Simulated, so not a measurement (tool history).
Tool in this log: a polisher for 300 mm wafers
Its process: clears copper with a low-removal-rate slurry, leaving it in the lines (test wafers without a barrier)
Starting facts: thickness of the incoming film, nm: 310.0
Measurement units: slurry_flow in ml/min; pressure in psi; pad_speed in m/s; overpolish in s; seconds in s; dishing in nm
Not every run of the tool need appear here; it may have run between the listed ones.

run 1 hour=0 | slurry_flow=200 pressure=2.8 pad_speed=1.02 slurry_solids=1 overpolish=14 | seconds=116.91 dishing=26.756
run 2 hour=4.8 | slurry_flow=190 pressure=2.6 pad_speed=0.96 slurry_solids=0.95 overpolish=13 | seconds=140.26 dishing=21.735
run 3 hour=11.5 | slurry_flow=190 pressure=2.1 pad_speed=0.96 slurry_solids=0.95 overpolish=13 | seconds=165.74 dishing=17.828
run 4 hour=16.7 | slurry_flow=185 pressure=2 pad_speed=0.9 slurry_solids=0.9 overpolish=12 | seconds=188.21 dishing=14.893
run 5 hour=22.6 | slurry_flow=185 pressure=2 pad_speed=0.9 slurry_solids=1.05 overpolish=12 | seconds=179.71 dishing=14.894
run 6 hour=29.6 | slurry_flow=180 pressure=1.9 pad_speed=0.84 slurry_solids=1 overpolish=12 | seconds=216.56 dishing=13.332
run 7 hour=36.7 | slurry_flow=185 pressure=1.8 pad_speed=0.8 slurry_solids=1 overpolish=12 | seconds=226.62 dishing=12.358
run 8 hour=38.1 | slurry_flow=185 pressure=1.7 pad_speed=0.76 slurry_solids=1 overpolish=12 | seconds=254.86 dishing=11.04
run 9 hour=41.2 | slurry_flow=185 pressure=1.7 pad_speed=0.72 slurry_solids=1 overpolish=12 | seconds=271.47 dishing=10.321
-- hour=46.4 head pressure recalibrated
run 10 hour=46.4 | slurry_flow=185 pressure=1.7 pad_speed=0.7 slurry_solids=1 overpolish=12 | seconds=301.32 dishing=9.7446

Run 11 is up next; what results do you expect?
run 11 hour=54.7 | slurry_flow=185 pressure=1.7 pad_speed=0.68 slurry_solids=1 overpolish=12 | seconds=? dishing=?

seconds: 300.3 s
dishing: 9.3516 nm
